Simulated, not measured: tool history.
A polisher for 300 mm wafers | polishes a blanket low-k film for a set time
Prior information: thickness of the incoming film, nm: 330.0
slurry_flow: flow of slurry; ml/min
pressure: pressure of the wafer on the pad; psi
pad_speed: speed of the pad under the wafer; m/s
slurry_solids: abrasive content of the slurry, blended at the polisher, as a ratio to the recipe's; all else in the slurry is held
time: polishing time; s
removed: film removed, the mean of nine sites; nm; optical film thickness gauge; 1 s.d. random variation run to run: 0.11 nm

run  hour  slurry_flow  pressure  pad_speed  slurry_solids  time  removed
  1   0.0          315       2.1       1.16            1.0    31  12.9990
  2   8.3          315       2.0       1.16            1.0    31  12.3340
  3  16.0          315       1.9       1.16            1.0    31  11.3630
  4  24.2          315       1.8       1.16            1.0    31  10.8340
  5  28.7          315       1.7       1.16            1.0    31  10.3510
  6  37.7          275       1.7       1.16            1.0    31  10.3990
  7  39.3          275       1.7       1.16            1.0    31  10.1960

Forecast run 8:
  8  43.3          275       1.6       1.16            1.0    31        ?

{"run 8": {"removed": 9.8075}}

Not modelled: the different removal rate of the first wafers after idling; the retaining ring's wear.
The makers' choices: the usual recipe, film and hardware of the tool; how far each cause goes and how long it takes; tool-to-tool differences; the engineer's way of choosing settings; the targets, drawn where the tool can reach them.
